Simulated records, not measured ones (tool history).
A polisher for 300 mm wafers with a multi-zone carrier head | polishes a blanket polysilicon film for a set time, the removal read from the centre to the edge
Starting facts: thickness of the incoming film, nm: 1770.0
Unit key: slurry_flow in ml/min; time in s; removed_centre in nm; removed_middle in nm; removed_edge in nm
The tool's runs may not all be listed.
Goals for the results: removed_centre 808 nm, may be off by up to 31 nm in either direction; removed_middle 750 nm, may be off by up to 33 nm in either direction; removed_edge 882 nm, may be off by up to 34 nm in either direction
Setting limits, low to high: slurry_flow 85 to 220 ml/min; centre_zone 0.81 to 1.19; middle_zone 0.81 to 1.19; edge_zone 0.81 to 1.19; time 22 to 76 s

run,hour,slurry_flow,centre_zone,middle_zone,edge_zone,time,removed_centre,removed_middle,removed_edge
1,0,140,1,1,1,49,652.14,648.43,653.58
2,8.9,140,1,1,1.07,49,647.81,642.67,665.48
3,16.6,145,1,0.99,1.09,51,691.88,666.7,715.94
4,22.2,145,1,0.99,1.03,51,693.99,666.64,708.09
5,28.2,145,0.96,0.99,1.03,51,655.37,675.36,706.58
6,34.4,120,0.96,0.99,1.03,51,617.49,632.63,674.87
7,42.5,130,0.96,0.98,1.04,52,650.11,653.61,718.93
8,48.6,140,0.96,0.97,1.05,52,660.3,652.73,714.85
9,55.4,145,0.96,0.97,1.06,53,687.69,678.36,715.84
10,56.5,145,0.96,0.97,1.06,53,698.42,672.85,726.8
11,64.8,145,0.95,0.97,1.07,54,700.23,712.41,744.91
12,73.5,140,0.95,0.96,1.08,55,695.68,700.42,773.23
13,76.9,145,0.95,0.95,1.09,56,714.09,712.34,780.64
14,82.5,145,0.95,0.94,1.1,57,739.2,729.35,821.81
15,91.3,145,0.95,0.93,1.11,57,727.04,711.33,822.19
16,95,150,0.95,0.93,1.12,57,728.17,707.13,799.42
17,101,150,0.96,0.93,1.12,58,753.34,728.86,819.82
18,109.1,150,0.96,0.92,1.12,59,769.13,739.22,850.66

4 next moves are on the table. One of them brings every result within its allowed miss. Which?
A,117.2,120,0.95,0.87,1.19,67,?,?,?
B,117.2,100,0.94,0.85,1.15,72,?,?,?
C,117.2,115,0.98,0.9,1.09,65,?,?,?
D,117.2,145,0.88,0.88,1.07,64,?,?,?

move,removed_centre,removed_middle,removed_edge
A,820.44,747.74,954.23
B,819.48,746.72,970.96
C,810.61,737.41,877.43
D,763.81,754.85,891.05
A: brings the last run's worst result on target, with another outside its allowed miss
B: brings the last run's worst result on target, with another outside its allowed miss
C: each result inside its tolerance
D: misses by more than the last run did
C meets every target.
